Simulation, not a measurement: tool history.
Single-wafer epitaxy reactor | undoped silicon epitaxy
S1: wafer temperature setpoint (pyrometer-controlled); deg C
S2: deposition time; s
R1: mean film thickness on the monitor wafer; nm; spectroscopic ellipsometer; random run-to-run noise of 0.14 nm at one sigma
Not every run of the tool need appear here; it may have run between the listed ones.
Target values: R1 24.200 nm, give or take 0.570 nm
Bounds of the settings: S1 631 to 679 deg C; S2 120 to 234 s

run	day	S1	S2	R1
1	0.000	655	177	31.561
2	0.358	660	177	35.233
3	0.692	655	177	31.551
4	0.800	651	177	28.961
5	0.988	648	177	26.833
6	1.100	648	202	30.905
7	1.412	644	202	28.302
# day 1.562: pyrometer calibrated
8	1.562	642	202	28.903
9	1.725	638	202	26.658
10	1.817	636	202	25.191

Exactly one of the 5 candidate moves below puts every result within its allowed miss. Which one?
A	1.908	640	189	?
B	1.908	634	214	?
C	1.908	640	191	?
D	1.908	632	215	?
E	1.908	635	186	?

move	R1
A	25.813
B	25.521
C	26.086
D	24.497
E	22.692
A: lands further from the targets than the last run did
B: lands further from the targets than the last run did
C: lands further from the targets than the last run did
D: hits every target within its allowed miss
E: takes the result that was furthest off past its target
The move that meets every target is D.
